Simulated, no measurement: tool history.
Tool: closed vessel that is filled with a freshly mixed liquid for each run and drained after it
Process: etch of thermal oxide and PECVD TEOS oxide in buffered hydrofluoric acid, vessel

run    day  temperature setpoint of the liquid (C)  parts of 40 % ammonium fluoride to one part of 49 % hydrofluoric acid (parts by volume)  time in the liquid (s)  thickness taken off the thermal oxide on a monitor wafer (nm)  thickness taken off the PECVD TEOS oxide on a monitor wafer (nm)
  1      0                                      21                                                                                       13                      80                                                          52.46                                                            189.47
  2  0.283                                      22                                                                                       12                      85                                                         64.393                                                            228.72
  3  0.458                                      22                                                                                       12                     100                                                         74.696                                                            271.69
  4  0.646                                      22                                                                                      9.5                     100                                                         93.191                                                            332.59
  5  0.683                                      22                                                                                      9.5                     120                                                         110.14                                                            400.03
  6  1.004                                      23                                                                                        9                     120                                                         121.65                                                             438.4
  7  1.238                                      24                                                                                      8.5                     120                                                          135.7                                                             492.6
  8  1.512                                      28                                                                                        8                     120                                                         181.38                                                            651.31
  9  1.746                                    28.5                                                                                        8                     120                                                         187.27                                                            668.08
 10  2.046                                      29                                                                                        8                     120                                                         192.94                                                            685.29
 11  2.233                                      29                                                                                        8                     120                                                         191.13                                                            691.76

Run 12 comes next. What will it give?
 12  2.321                                      29                                                                                      7.5                     120                                                              ?                                                                 ?

Run 12 gave thickness taken off the thermal oxide on a monitor wafer (nm) 203.53, thickness taken off the PECVD TEOS oxide on a monitor wafer (nm) 737.74.

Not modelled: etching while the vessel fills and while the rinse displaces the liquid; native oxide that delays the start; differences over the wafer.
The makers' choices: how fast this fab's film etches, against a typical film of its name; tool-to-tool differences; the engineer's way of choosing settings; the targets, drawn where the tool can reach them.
